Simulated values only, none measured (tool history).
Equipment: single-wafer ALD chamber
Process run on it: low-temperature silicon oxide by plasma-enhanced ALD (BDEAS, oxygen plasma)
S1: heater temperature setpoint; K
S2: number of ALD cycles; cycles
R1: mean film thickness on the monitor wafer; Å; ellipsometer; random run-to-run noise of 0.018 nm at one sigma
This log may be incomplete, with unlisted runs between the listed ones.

run 1 hour=0 | S1=363.15 S2=59 | R1=81.867
run 2 hour=5.3 | S1=365.15 S2=57 | R1=78.687
run 3 hour=8.5 | S1=371.15 S2=57 | R1=77.166
run 4 hour=10 | S1=376.15 S2=57 | R1=76.115
run 5 hour=12.8 | S1=380.15 S2=57 | R1=75.97
run 6 hour=16.9 | S1=380.15 S2=64 | R1=84.999
-- hour=19.8 thermocouple changed; heater temperature recalibrated
run 7 hour=19.8 | S1=381.15 S2=61 | R1=80.856
run 8 hour=20.5 | S1=382.15 S2=58 | R1=76.868

Run 9 is up next; what results do you expect?
run 9 hour=22.7 | S1=382.15 S2=56 | R1=?

{"run 9": {"R1": 74.507}}

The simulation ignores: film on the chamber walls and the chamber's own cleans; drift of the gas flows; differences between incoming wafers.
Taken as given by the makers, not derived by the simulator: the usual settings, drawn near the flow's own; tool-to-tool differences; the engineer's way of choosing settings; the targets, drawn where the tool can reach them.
